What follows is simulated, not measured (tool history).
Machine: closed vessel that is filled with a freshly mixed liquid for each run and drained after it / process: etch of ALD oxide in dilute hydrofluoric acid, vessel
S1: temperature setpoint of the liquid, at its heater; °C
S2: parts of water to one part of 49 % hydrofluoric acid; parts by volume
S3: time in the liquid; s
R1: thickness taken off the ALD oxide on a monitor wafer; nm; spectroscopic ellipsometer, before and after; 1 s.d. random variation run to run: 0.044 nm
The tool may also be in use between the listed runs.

run,hour,S1,S2,S3,R1
1,0.0,25.0,145,70,9.7290
2,4.3,25.0,110,70,13.6880
3,8.7,23.5,110,70,12.6940
4,14.1,23.5,70,70,20.9380
5,21.4,21.5,95,70,13.6630
6,25.7,19.5,95,70,12.6930
7,27.5,18.5,110,70,10.4530
8,29.0,18.0,120,70,9.1784
9,34.1,17.5,125,70,8.7128
10,39.6,17.5,130,70,8.2864
11,46.1,17.5,135,70,7.9570

What will run 12 give?
12,49.7,17.5,135,70,?

{"run 12": {"R1": 7.9009}}

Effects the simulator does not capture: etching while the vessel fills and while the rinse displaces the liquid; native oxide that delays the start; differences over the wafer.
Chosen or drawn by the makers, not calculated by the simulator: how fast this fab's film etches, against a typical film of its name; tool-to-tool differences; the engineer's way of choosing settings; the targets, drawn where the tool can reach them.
